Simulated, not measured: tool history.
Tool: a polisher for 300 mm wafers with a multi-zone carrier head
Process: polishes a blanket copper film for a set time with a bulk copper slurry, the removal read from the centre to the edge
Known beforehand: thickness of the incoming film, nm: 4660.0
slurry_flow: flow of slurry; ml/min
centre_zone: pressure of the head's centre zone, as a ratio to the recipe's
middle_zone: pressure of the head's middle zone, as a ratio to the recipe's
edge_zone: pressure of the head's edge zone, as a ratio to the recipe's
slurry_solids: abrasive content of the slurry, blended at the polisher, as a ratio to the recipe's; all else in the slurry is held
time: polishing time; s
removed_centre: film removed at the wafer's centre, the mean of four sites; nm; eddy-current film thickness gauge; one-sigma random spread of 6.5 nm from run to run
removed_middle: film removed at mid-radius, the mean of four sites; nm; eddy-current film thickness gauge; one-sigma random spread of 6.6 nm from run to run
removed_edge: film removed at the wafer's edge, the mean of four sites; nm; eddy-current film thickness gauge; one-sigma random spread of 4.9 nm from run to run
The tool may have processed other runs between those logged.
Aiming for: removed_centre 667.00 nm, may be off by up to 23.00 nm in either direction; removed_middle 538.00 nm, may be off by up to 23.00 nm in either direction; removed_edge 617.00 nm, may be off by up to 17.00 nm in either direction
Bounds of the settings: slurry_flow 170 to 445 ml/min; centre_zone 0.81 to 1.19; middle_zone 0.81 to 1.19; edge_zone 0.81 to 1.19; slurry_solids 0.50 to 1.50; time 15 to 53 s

run	hour	slurry_flow	centre_zone	middle_zone	edge_zone	slurry_solids	time	removed_centre	removed_middle	removed_edge
1	0.0	285	1.00	1.00	1.00	1.00	34	428.42	428.25	433.37
2	8.3	285	1.06	1.00	1.00	1.00	34	458.06	446.15	426.18
3	14.2	290	1.07	0.97	1.03	1.10	35	481.04	445.14	454.70
4	15.2	330	1.07	0.97	1.03	1.10	35	498.11	457.36	459.69
5	19.7	330	1.08	0.96	1.05	1.15	36	527.75	478.39	479.60
6	20.5	325	1.08	0.94	1.07	1.20	37	533.59	480.97	507.75
7	22.1	375	1.18	0.93	1.15	1.45	40	672.25	552.19	601.76
8	22.6	375	1.18	0.92	1.16	1.45	40	663.34	545.34	600.99

5 next moves are on the table. One of them brings every result within its allowed miss. Which?
A	23.1	370	1.16	0.92	1.15	1.50	39	?	?	?
B	23.1	365	1.18	1.00	1.17	1.50	38	?	?	?
C	23.1	345	1.17	0.89	1.19	1.30	42	?	?	?
D	23.1	375	1.19	0.81	1.19	1.30	40	?	?	?
E	23.1	350	1.19	0.91	1.13	1.45	40	?	?	?

move	removed_centre	removed_middle	removed_edge
A	643.82	530.74	593.48
B	637.68	539.96	582.58
C	674.66	542.33	629.07
D	658.17	495.89	602.60
E	669.42	535.00	596.98
A: the biggest miss grows against the last run
B: the biggest miss grows against the last run
C: all results in spec
D: the furthest-off result lands on target, but another misses its tolerance
E: the biggest miss grows against the last run
Correct choice: C, which meets every target
